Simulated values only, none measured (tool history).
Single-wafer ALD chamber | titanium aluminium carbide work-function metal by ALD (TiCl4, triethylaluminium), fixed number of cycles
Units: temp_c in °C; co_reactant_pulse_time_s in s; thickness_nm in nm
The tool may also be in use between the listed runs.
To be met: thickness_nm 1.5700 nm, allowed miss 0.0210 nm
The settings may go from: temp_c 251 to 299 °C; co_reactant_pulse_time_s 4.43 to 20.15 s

run 1 hour=0.0 | temp_c=275 co_reactant_pulse_time_s=12.29 | thickness_nm=1.7872
run 2 hour=2.8 | temp_c=269 co_reactant_pulse_time_s=11.53 | thickness_nm=1.7296
run 3 hour=10.2 | temp_c=264 co_reactant_pulse_time_s=10.97 | thickness_nm=1.6652
run 4 hour=11.5 | temp_c=264 co_reactant_pulse_time_s=13.46 | thickness_nm=1.7046
run 5 hour=12.5 | temp_c=264 co_reactant_pulse_time_s=16.53 | thickness_nm=1.7037
run 6 hour=13.2 | temp_c=264 co_reactant_pulse_time_s=17.79 | thickness_nm=1.7093
run 7 hour=21.6 | temp_c=261 co_reactant_pulse_time_s=15.97 | thickness_nm=1.6715
run 8 hour=27.3 | temp_c=258 co_reactant_pulse_time_s=15.46 | thickness_nm=1.6462
run 9 hour=34.4 | temp_c=256 co_reactant_pulse_time_s=14.64 | thickness_nm=1.6117
run 10 hour=38.8 | temp_c=255 co_reactant_pulse_time_s=14.58 | thickness_nm=1.6180
run 11 hour=46.6 | temp_c=254 co_reactant_pulse_time_s=13.80 | thickness_nm=1.6048

4 next moves are on the table. One of them brings every result within its allowed miss. Which?
run A hour=54.4 | temp_c=258 co_reactant_pulse_time_s=11.75 | thickness_nm=?
run B hour=54.4 | temp_c=251 co_reactant_pulse_time_s=12.68 | thickness_nm=?
run C hour=54.4 | temp_c=256 co_reactant_pulse_time_s=12.74 | thickness_nm=?
run D hour=54.4 | temp_c=255 co_reactant_pulse_time_s=12.83 | thickness_nm=?

move=A thickness_nm=1.6314
move=B thickness_nm=1.5829
move=C thickness_nm=1.6229
move=D thickness_nm=1.6147
A: further off than the last run
B: meets every target
C: further off than the last run
D: further off than the last run
The right move is B.
